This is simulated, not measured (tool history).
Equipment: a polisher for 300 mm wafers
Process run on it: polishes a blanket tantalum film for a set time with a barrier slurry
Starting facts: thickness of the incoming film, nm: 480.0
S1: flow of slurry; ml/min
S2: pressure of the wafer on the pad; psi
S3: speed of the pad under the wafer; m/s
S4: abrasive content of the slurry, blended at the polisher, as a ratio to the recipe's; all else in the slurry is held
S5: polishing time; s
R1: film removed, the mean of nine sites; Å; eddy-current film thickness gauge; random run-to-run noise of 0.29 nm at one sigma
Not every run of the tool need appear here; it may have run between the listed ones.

run	hour	S1	S2	S3	S4	S5	R1
1	0	310	1.6	0.78	1	72	608.93
2	2.4	310	1.5	0.78	1	72	583.84
3	3.1	310	1.4	0.78	1	72	542.89
4	5.5	305	1.2	0.78	1	72	465.86
5	7	300	1.2	0.78	1	72	468.52
6	9.6	295	1.2	0.78	1	72	462.32
7	18	285	1.2	0.78	1	72	459.05
8	19.2	280	1.2	0.78	1	72	456.57
9	27	275	1.2	0.78	1	72	458.48
10	29.6	270	1.2	0.78	1	72	454.9
11	32.6	265	1.2	0.78	1	72	459.33
12	38.2	260	1.2	0.78	1	72	455.44

Run 13 is up next; what results do you expect?
13	39.4	255	1.2	0.78	1	72	?

R1: 450.24 Å
